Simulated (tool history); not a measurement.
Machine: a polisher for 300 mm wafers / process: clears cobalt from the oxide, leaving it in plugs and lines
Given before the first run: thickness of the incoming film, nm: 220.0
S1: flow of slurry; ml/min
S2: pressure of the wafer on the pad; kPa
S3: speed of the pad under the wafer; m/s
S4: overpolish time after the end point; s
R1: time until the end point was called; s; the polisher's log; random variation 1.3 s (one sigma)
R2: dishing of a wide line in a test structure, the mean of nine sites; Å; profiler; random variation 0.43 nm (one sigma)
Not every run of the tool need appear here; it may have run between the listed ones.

run 1 hour=0 | S1=285 S2=9 S3=0.76 S4=18 | R1=108.92 R2=268.37
run 2 hour=3.5 | S1=285 S2=7.6 S3=0.76 S4=17 | R1=124.23 R2=232.73
run 3 hour=8.4 | S1=225 S2=7.6 S3=0.76 S4=17 | R1=127.97 R2=228.43
run 4 hour=13.3 | S1=225 S2=6.9 S3=0.76 S4=16 | R1=135.5 R2=200.15
run 5 hour=19.5 | S1=265 S2=6.9 S3=0.76 S4=16 | R1=133.92 R2=209.59
run 6 hour=20.1 | S1=265 S2=6.2 S3=0.76 S4=16 | R1=144.1 R2=202.22
run 7 hour=23.7 | S1=260 S2=5.5 S3=0.76 S4=16 | R1=157.59 R2=171.31
run 8 hour=24.2 | S1=260 S2=5.5 S3=0.76 S4=17 | R1=158.56 R2=187.15
run 9 hour=31.9 | S1=255 S2=4.8 S3=0.76 S4=16 | R1=171.99 R2=175.88
run 10 hour=36.7 | S1=260 S2=4.8 S3=0.76 S4=15 | R1=175.14 R2=153
run 11 hour=42.8 | S1=260 S2=4.8 S3=0.76 S4=16 | R1=172.42 R2=168.68
run 12 hour=48.1 | S1=260 S2=5.5 S3=0.76 S4=16 | R1=159.8 R2=183.17
run 13 hour=56 | S1=260 S2=5.5 S3=0.76 S4=15 | R1=159.13 R2=171.55
run 14 hour=61.6 | S1=260 S2=5.5 S3=0.76 S4=16 | R1=158.44 R2=183.96
run 15 hour=69.7 | S1=260 S2=4.8 S3=0.76 S4=16 | R1=175.62 R2=158.2
run 16 hour=77.4 | S1=260 S2=5.5 S3=0.76 S4=17 | R1=157.76 R2=185.99
run 17 hour=81.6 | S1=260 S2=4.8 S3=0.76 S4=16 | R1=174.02 R2=159.19

What does the tool deliver on the next run?
run 18 hour=88.2 | S1=260 S2=4.8 S3=0.76 S4=17 | R1=? R2=?

For run 18 the tool returned R1 174.14 s, R2 170.95 Å.
